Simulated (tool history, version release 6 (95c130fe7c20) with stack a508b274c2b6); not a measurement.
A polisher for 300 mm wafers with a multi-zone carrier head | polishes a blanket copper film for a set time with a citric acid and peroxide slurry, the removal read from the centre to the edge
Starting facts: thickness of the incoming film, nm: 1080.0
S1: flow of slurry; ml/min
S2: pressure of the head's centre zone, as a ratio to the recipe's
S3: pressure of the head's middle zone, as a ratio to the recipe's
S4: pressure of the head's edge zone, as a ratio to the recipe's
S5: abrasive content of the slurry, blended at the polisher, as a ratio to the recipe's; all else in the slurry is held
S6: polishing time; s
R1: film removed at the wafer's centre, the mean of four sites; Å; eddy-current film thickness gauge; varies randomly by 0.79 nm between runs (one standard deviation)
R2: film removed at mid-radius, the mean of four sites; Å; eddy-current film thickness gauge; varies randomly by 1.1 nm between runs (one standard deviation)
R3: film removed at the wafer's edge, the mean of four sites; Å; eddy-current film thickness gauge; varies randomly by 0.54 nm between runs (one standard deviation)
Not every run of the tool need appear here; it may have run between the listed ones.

Run 1, hour 0.0: S1 170 ml/min, S2 1.00, S3 1.00, S4 1.00, S5 1.00, S6 41 s. Result: R1 658.28 Å, R2 656.93 Å, R3 654.10 Å.
Run 2, hour 3.6: S1 185 ml/min, S2 0.99, S3 1.05, S4 1.01, S5 1.05, S6 41 s. Result: R1 691.99 Å, R2 703.80 Å, R3 673.28 Å.
Run 3, hour 8.6: S1 190 ml/min, S2 0.96, S3 1.09, S4 1.01, S5 1.10, S6 41 s. Result: R1 669.49 Å, R2 742.58 Å, R3 680.28 Å.
Run 4, hour 16.1: S1 190 ml/min, S2 0.96, S3 1.09, S4 1.01, S5 1.10, S6 46 s. Result: R1 763.02 Å, R2 830.00 Å, R3 756.37 Å.
Run 5, hour 18.7: S1 180 ml/min, S2 0.95, S3 1.11, S4 1.00, S5 1.10, S6 46 s. Result: R1 737.16 Å, R2 858.55 Å, R3 747.93 Å.
Run 6, hour 23.5: S1 180 ml/min, S2 0.95, S3 1.11, S4 0.96, S5 1.10, S6 46 s. Result: R1 733.57 Å, R2 845.03 Å, R3 738.41 Å.

Run 7 has not been measured yet. What should we expect?
Run 7, hour 31.5: S1 180 ml/min, S2 0.95, S3 1.11, S4 0.96, S5 1.10, S6 46 s. Result: R1 ?, R2 ?, R3 ?.

Run 7 produced R1 734.33 Å, R2 831.57 Å, R3 735.57 Å.
